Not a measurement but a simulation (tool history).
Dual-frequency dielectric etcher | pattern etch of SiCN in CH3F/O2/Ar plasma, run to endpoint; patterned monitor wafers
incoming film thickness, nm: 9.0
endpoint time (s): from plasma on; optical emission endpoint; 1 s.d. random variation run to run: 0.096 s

run	hour	source power (kW)	bias power (kW)	endpoint time (s)
1	0.0	0.400	0.083	24.252
2	4.4	0.470	0.083	22.449
3	6.2	0.470	0.097	21.099
4	8.3	0.520	0.097	20.170
5	15.2	0.470	0.097	21.074
6	19.8	0.440	0.095	21.979

Predict the results of run 7:
7	25.3	0.410	0.094	?

{"run 7": {"endpoint time (s)": 22.716}}
